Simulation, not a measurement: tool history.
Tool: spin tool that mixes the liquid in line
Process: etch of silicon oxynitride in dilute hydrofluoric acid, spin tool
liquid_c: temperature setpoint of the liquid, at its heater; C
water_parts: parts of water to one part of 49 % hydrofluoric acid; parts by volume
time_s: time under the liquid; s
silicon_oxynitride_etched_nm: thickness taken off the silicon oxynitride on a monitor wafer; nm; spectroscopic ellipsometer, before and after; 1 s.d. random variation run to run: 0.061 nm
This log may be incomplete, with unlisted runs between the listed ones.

{"run": 1, "hour": 0.0, "liquid_c": 20, "water_parts": 130, "time_s": 300, "silicon_oxynitride_etched_nm": 2.9088}
{"run": 2, "hour": 8.7, "liquid_c": 17, "water_parts": 130, "time_s": 300, "silicon_oxynitride_etched_nm": 2.5112}
{"run": 3, "hour": 10.2, "liquid_c": 17, "water_parts": 175, "time_s": 300, "silicon_oxynitride_etched_nm": 1.7756}
{"run": 4, "hour": 17.0, "liquid_c": 20, "water_parts": 155, "time_s": 300, "silicon_oxynitride_etched_nm": 2.3882}
{"run": 5, "hour": 19.2, "liquid_c": 22, "water_parts": 145, "time_s": 300, "silicon_oxynitride_etched_nm": 2.8121}
{"run": 6, "hour": 25.2, "liquid_c": 23.5, "water_parts": 135, "time_s": 300, "silicon_oxynitride_etched_nm": 3.3346}
{"run": 7, "hour": 29.8, "liquid_c": 25, "water_parts": 135, "time_s": 300, "silicon_oxynitride_etched_nm": 3.4909}
{"run": 8, "hour": 38.1, "liquid_c": 26, "water_parts": 130, "time_s": 300, "silicon_oxynitride_etched_nm": 3.784}

Estimate the outcome of run 9 from the log above:
{"run": 9, "hour": 42.1, "liquid_c": 26.5, "water_parts": 130, "time_s": 300, "silicon_oxynitride_etched_nm": "?"}

{"run 9": {"silicon_oxynitride_etched_nm": 3.9687}}
